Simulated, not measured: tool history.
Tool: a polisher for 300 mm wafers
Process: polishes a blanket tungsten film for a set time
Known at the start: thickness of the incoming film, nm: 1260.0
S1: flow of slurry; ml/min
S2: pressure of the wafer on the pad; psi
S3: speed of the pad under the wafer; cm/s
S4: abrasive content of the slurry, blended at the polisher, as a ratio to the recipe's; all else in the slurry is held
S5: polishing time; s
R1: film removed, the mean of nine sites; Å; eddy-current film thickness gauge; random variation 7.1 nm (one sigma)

run  hour   S1   S2   S3   S4  S5      R1
  1   0.0  265  2.6  120  1.0  86  3178.4
  2   1.0  215  2.6  120  1.0  86  3074.4
  3   7.1  215  2.6  120  1.0  91  3317.6
  4  14.3  220  2.9  122  1.0  91  3761.8
  5  17.6  275  2.9  122  1.0  91  3799.6
     26.4  -- head pressure recalibrated
  6  26.4  275  2.9  148  1.0  91  4020.9
  7  26.9  275  3.1  150  1.0  91  4406.9

Forecast run 8:
  8  30.2  275  3.2  152  1.0  91   ?

Run 8 gave R1 4434.9 Å.
